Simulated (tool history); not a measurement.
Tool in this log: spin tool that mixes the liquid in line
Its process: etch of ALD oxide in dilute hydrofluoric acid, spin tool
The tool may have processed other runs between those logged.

| run | hour | temperature setpoint of the liquid (C) | parts of water to one part of 49 % hydrofluoric acid (parts by volume) | time under the liquid (s) | thickness taken off the ALD oxide on a monitor wafer (nm) |
|---|---|---|---|---|---|
| 1 | 0.0 | 20.0 | 95 | 260 | 22.085 |
| 2 | 3.6 | 20.0 | 75 | 260 | 28.627 |
| 3 | 11.5 | 19.5 | 85 | 260 | 24.396 |
| 4 | 20.3 | 19.0 | 90 | 260 | 22.553 |
| 5 | 28.5 | 22.5 | 90 | 260 | 26.053 |
| 6 | 36.0 | 22.5 | 90 | 280 | 28.085 |
| 7 | 39.2 | 22.0 | 100 | 280 | 24.177 |
| 8 | 48.1 | 21.5 | 105 | 280 | 22.633 |
| 9 | 50.5 | 21.0 | 110 | 280 | 20.972 |
| 10 | 54.8 | 20.5 | 115 | 280 | 19.481 |
| 11 | 59.9 | 20.0 | 120 | 280 | 18.143 |
| 12 | 61.5 | 19.5 | 125 | 280 | 17.038 |
| 13 | 69.8 | 19.0 | 130 | 280 | 16.016 |
| 14 | 76.5 | 19.0 | 135 | 280 | 15.186 |
| 15 | 84.9 | 19.0 | 140 | 280 | 14.864 |
| 16 | 87.3 | 19.0 | 145 | 280 | 14.074 |
| 17 | 87.9 | 19.0 | 150 | 280 | 13.731 |
| 18 | 94.0 | 18.0 | 160 | 280 | 12.236 |
| 19 | 102.3 | 17.5 | 165 | 280 | 11.554 |
| 20 | 107.6 | 17.5 | 170 | 280 | 11.174 |

Expected results for the next run?
| 21 | 114.5 | 17.5 | 170 | 280 | ? |

thickness taken off the ALD oxide on a monitor wafer (nm): 11.223
